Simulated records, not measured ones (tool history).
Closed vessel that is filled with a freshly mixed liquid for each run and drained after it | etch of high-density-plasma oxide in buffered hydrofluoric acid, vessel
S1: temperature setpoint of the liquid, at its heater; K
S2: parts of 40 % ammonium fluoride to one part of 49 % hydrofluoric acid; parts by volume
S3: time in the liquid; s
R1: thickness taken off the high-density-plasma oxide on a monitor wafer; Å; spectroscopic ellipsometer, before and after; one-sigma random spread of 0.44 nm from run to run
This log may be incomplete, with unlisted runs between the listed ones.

| run | hour | S1 | S2 | S3 | R1 |
|---|---|---|---|---|---|
| 1 | 0 | 296.15 | 13.5 | 30 | 326.36 |
| 2 | 1.2 | 298.65 | 12 | 30 | 411.2 |
| 3 | 4.8 | 295.65 | 12 | 30 | 354.41 |
| 4 | 9.2 | 298.65 | 11 | 30 | 459 |
| 5 | 17.3 | 296.15 | 11 | 30 | 397.74 |
| 6 | 21.4 | 296.15 | 11 | 30 | 397.08 |

Run 7 has not been measured yet. What should we expect?
| 7 | 25.5 | 298.65 | 10.5 | 30 | ? |

{"run 7": {"R1": 479.66}}
